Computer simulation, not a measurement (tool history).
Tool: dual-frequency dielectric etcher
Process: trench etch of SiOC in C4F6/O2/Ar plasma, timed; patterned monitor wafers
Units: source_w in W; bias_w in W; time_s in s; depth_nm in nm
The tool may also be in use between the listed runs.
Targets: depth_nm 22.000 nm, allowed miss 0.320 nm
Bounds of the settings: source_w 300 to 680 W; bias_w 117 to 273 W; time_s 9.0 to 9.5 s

run 1 day=0.000 | source_w=490 bias_w=195 time_s=9.5 | depth_nm=19.901
run 2 day=0.354 | source_w=490 bias_w=195 time_s=9.0 | depth_nm=19.082
run 3 day=0.646 | source_w=490 bias_w=195 time_s=9.0 | depth_nm=19.017
run 4 day=0.733 | source_w=530 bias_w=197 time_s=9.0 | depth_nm=19.442
-- day=0.779 bias power generator calibrated
run 5 day=0.779 | source_w=530 bias_w=197 time_s=9.5 | depth_nm=21.070
run 6 day=1.100 | source_w=540 bias_w=197 time_s=9.5 | depth_nm=21.211
run 7 day=1.246 | source_w=540 bias_w=197 time_s=9.5 | depth_nm=21.288
run 8 day=1.383 | source_w=550 bias_w=197 time_s=9.5 | depth_nm=21.288
run 9 day=1.612 | source_w=560 bias_w=197 time_s=9.5 | depth_nm=21.451

4 next moves are on the table. One of them brings every result within its allowed miss. Which?
run A day=1.842 | source_w=580 bias_w=220 time_s=9.5 | depth_nm=?
run B day=1.842 | source_w=630 bias_w=212 time_s=9.5 | depth_nm=?
run C day=1.842 | source_w=620 bias_w=208 time_s=9.5 | depth_nm=?
run D day=1.842 | source_w=620 bias_w=194 time_s=9.5 | depth_nm=?

move=A depth_nm=22.986
move=B depth_nm=23.187
move=C depth_nm=22.876
move=D depth_nm=22.167
A: takes the result that was furthest off past its target
B: takes the result that was furthest off past its target
C: takes the result that was furthest off past its target
D: meets every target
The right move is D.
